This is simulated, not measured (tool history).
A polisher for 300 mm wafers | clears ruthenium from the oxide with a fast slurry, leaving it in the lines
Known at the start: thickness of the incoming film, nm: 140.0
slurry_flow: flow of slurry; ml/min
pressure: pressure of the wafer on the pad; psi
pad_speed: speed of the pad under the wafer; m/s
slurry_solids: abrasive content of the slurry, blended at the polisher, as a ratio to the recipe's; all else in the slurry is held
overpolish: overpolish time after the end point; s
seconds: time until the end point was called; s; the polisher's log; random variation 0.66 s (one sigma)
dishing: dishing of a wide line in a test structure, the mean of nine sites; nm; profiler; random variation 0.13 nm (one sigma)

run,hour,slurry_flow,pressure,pad_speed,slurry_solids,overpolish,seconds,dishing
1,0,165,3.2,0.98,1,11,43.92,31.145
2,3.6,165,3.2,0.98,1,7,43.694,19.793
3,9.6,165,3.2,0.98,1,5,43.418,14.468
4,14.4,165,3.2,0.98,1,3,43.272,9.0008
5,22.8,165,3.2,0.98,0.9,3,45.712,8.1106
6,25.4,165,3.2,0.98,0.9,3,46.273,8.7664
7,26.6,170,3,0.98,0.9,3,48.265,7.9225
8,32.6,165,2.8,0.98,0.9,3,52.671,7.073
9,33.6,160,2.7,0.98,0.9,3,54.249,7.3021
10,36.3,160,2.6,0.98,0.9,3,56.941,6.8438

Run 11 comes next. What will it give?
# hour 40.3: worn pad replaced by a new one
11,40.3,160,2.5,0.98,0.9,3,?,?

seconds: 51.252 s
dishing: 7.3475 nm

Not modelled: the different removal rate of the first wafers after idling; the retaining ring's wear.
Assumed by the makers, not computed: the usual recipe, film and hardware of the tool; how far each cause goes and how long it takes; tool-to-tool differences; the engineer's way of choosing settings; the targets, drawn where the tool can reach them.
